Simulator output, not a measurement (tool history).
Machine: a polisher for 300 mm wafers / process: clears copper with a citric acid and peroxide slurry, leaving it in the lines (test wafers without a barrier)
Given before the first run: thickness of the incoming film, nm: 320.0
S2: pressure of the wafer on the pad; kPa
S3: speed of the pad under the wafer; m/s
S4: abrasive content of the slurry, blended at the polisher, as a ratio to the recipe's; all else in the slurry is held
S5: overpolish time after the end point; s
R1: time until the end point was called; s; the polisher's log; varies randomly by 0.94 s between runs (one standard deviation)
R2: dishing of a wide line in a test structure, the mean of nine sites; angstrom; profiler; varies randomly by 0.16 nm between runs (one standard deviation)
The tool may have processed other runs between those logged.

run 1 day=0 | flow_of_slurry_(ml/min)=135 S2=25.5 S3=1.28 S4=1 S5=11 | R1=104.13 R2=177.51
run 2 day=0.308 | flow_of_slurry_(ml/min)=135 S2=25.5 S3=1.12 S4=1 S5=11 | R1=122.11 R2=165.75
run 3 day=0.429 | flow_of_slurry_(ml/min)=120 S2=24.8 S3=1.32 S4=0.85 S5=9 | R1=112.27 R2=148.24
run 4 day=0.667 | flow_of_slurry_(ml/min)=120 S2=23.4 S3=1.46 S4=0.85 S5=7 | R1=105.72 R2=121.33
run 5 day=0.708 | flow_of_slurry_(ml/min)=120 S2=23.4 S3=1.46 S4=0.85 S5=3 | R1=109.18 R2=58.462
run 6 day=0.754 | flow_of_slurry_(ml/min)=120 S2=23.4 S3=1.46 S4=0.85 S5=8 | R1=105.91 R2=140.39

What does the tool deliver on the next run?
run 7 day=0.992 | flow_of_slurry_(ml/min)=135 S2=24.1 S3=1.44 S4=0.95 S5=8 | R1=? R2=?

{"run 7": {"R1": 102.3, "R2": 146.44}}
